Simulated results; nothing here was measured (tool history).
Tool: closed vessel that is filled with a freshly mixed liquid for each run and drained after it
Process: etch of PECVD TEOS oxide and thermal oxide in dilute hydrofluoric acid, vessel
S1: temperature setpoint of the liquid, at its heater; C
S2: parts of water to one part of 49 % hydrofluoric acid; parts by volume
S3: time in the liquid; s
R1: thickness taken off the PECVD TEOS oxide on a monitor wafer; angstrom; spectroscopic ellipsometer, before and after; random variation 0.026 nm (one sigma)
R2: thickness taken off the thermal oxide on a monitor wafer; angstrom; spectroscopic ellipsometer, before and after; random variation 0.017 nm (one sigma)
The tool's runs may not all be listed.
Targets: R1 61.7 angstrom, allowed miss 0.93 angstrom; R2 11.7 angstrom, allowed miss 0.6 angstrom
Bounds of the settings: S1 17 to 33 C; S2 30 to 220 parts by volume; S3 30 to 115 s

run  hour    S1   S2  S3      R1      R2
  1     0    25  125  60  110.91  21.736
  2   7.7    26  125  60  115.57  22.237
  3  13.8    26  125  45  87.295  16.198
  4  17.2    24  125  45   80.76   15.49
  5  23.3    24  125  60  107.63  20.036
  6  31.6    24  160  60  80.264  14.879
  7  39.8    22  160  60  74.076  14.105
  8  40.3  20.5  160  60  69.992  12.889
  9  41.2  19.5  160  60  67.463  12.444
 10  42.9    19  160  60  65.852  12.589
 11  49.8  18.5  160  60  64.722   12.31
 12  54.9  18.5  160  60  64.458  12.281

Which of these 4 next moves meets every target?
  A    60  17.5  105  40   ?   ?
  B    60    17  145  60   ?   ?
  C    60  20.5  190  65   ?   ?
  D    60    20  185  70   ?   ?

move      R1      R2
   A  66.991  12.541
   B  68.454  12.815
   C  62.238  11.651
   D  67.853  12.702
A: further off than the last run
B: further off than the last run
C: meets every target
D: further off than the last run
Move C is the one to make.
